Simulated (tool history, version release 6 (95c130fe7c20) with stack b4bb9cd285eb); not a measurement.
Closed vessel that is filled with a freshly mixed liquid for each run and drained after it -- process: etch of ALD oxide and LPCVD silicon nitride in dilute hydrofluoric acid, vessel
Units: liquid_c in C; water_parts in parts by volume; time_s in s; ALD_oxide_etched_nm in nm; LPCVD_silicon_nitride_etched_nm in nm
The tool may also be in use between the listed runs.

run,hour,liquid_c,water_parts,time_s,ALD_oxide_etched_nm,LPCVD_silicon_nitride_etched_nm
1,0,25,55,60,29.076,0.62073
2,3.7,25,55,75,36.294,0.82227
3,7.9,26.5,55,75,37.895,0.7964
4,12.2,23,55,75,33.125,0.70923
5,16.7,25,55,75,35.973,0.81776
6,22.7,26.5,55,75,38.257,0.88906
7,26.5,28,55,75,40.787,0.9194

Estimate the outcome of run 8 from the log above:
8,29.3,29,55,75,?,?

ALD_oxide_etched_nm: 42.706 nm
LPCVD_silicon_nitride_etched_nm: 1.0721 nm
